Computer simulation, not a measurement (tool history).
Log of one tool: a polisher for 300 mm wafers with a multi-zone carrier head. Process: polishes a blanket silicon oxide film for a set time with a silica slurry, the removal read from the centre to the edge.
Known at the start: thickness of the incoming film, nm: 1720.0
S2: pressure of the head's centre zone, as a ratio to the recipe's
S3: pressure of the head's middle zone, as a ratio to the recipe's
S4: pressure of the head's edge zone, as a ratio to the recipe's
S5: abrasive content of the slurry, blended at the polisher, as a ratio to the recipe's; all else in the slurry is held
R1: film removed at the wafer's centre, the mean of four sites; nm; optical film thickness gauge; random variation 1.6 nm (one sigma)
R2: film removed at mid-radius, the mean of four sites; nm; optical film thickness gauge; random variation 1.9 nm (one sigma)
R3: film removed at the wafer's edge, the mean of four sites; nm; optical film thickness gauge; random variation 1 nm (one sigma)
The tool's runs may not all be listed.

{"run": 1, "day": 0.0, "flow of slurry (ml/min)": 155, "S2": 1, "S3": 1, "S4": 1, "S5": 1, "polishing time (s)": 61, "R1": 161.29, "R2": 166.05, "R3": 158.6}
{"run": 2, "day": 0.162, "flow of slurry (ml/min)": 155, "S2": 1, "S3": 1, "S4": 1.04, "S5": 1, "polishing time (s)": 61, "R1": 158.62, "R2": 161.66, "R3": 161.21}
{"run": 3, "day": 0.488, "flow of slurry (ml/min)": 155, "S2": 1, "S3": 1, "S4": 1.04, "S5": 1, "polishing time (s)": 53, "R1": 139.87, "R2": 141.98, "R3": 140.78}
{"run": 4, "day": 0.817, "flow of slurry (ml/min)": 155, "S2": 1, "S3": 1, "S4": 1.08, "S5": 1, "polishing time (s)": 53, "R1": 139.92, "R2": 143.38, "R3": 145.17}
{"run": 5, "day": 1.038, "flow of slurry (ml/min)": 155, "S2": 1, "S3": 1, "S4": 1.08, "S5": 1, "polishing time (s)": 38, "R1": 100, "R2": 100.52, "R3": 103.1}
{"run": 6, "day": 1.254, "flow of slurry (ml/min)": 155, "S2": 1, "S3": 1, "S4": 1.02, "S5": 1, "polishing time (s)": 38, "R1": 99.407, "R2": 101.33, "R3": 100.7}
{"run": 7, "day": 1.292, "flow of slurry (ml/min)": 165, "S2": 1.02, "S3": 1.02, "S4": 1.03, "S5": 1.05, "polishing time (s)": 38, "R1": 105.46, "R2": 107.74, "R3": 104.22}

Run 8 comes next. What will it give?
{"run": 8, "day": 1.392, "flow of slurry (ml/min)": 165, "S2": 1.02, "S3": 1.02, "S4": 1.03, "S5": 1.05, "polishing time (s)": 38, "R1": "?", "R2": "?", "R3": "?"}

Run 8 gave R1 106.61 nm, R2 106.5 nm, R3 105.01 nm.
